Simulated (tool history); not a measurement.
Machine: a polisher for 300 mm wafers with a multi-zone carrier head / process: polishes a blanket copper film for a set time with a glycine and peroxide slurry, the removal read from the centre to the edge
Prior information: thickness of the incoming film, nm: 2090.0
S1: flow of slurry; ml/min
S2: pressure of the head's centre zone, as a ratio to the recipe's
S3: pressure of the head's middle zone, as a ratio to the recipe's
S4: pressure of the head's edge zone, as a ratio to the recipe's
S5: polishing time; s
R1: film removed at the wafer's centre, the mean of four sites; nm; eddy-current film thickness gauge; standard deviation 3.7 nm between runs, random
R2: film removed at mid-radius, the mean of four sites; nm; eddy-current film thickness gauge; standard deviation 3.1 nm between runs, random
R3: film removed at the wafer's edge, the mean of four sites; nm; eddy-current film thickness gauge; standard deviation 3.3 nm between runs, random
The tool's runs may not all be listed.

| run | hour | S1 | S2 | S3 | S4 | S5 | R1 | R2 | R3 |
|---|---|---|---|---|---|---|---|---|---|
| 1 | 0.0 | 215 | 1.00 | 1.00 | 1.00 | 63 | 401.25 | 386.68 | 385.70 |
| 2 | 6.5 | 215 | 1.00 | 1.00 | 1.00 | 51 | 323.34 | 310.49 | 311.32 |
| 3 | 7.2 | 215 | 1.07 | 1.00 | 1.00 | 51 | 348.07 | 313.78 | 309.79 |
| 4 | 12.5 | 225 | 1.08 | 1.02 | 1.02 | 52 | 357.59 | 322.63 | 320.59 |
| 5 | 13.8 | 200 | 1.08 | 1.02 | 1.02 | 52 | 349.74 | 322.14 | 319.50 |
| 6 | 14.6 | 200 | 1.08 | 1.02 | 1.07 | 52 | 353.82 | 322.31 | 319.04 |
| 7 | 18.2 | 205 | 1.09 | 1.04 | 1.08 | 53 | 361.77 | 333.34 | 335.87 |
| 8 | 21.2 | 210 | 1.10 | 1.06 | 1.07 | 54 | 381.14 | 348.95 | 334.24 |
| 9 | 28.5 | 215 | 1.10 | 1.07 | 1.08 | 55 | 384.59 | 354.18 | 344.46 |
| 10 | 33.6 | 220 | 1.10 | 1.09 | 1.08 | 56 | 389.56 | 372.25 | 353.73 |

Forecast run 11:
| 11 | 36.0 | 230 | 1.11 | 1.10 | 1.09 | 56 | ? | ? | ? |

{"run 11": {"R1": 398.05, "R2": 376.74, "R3": 359.77}}

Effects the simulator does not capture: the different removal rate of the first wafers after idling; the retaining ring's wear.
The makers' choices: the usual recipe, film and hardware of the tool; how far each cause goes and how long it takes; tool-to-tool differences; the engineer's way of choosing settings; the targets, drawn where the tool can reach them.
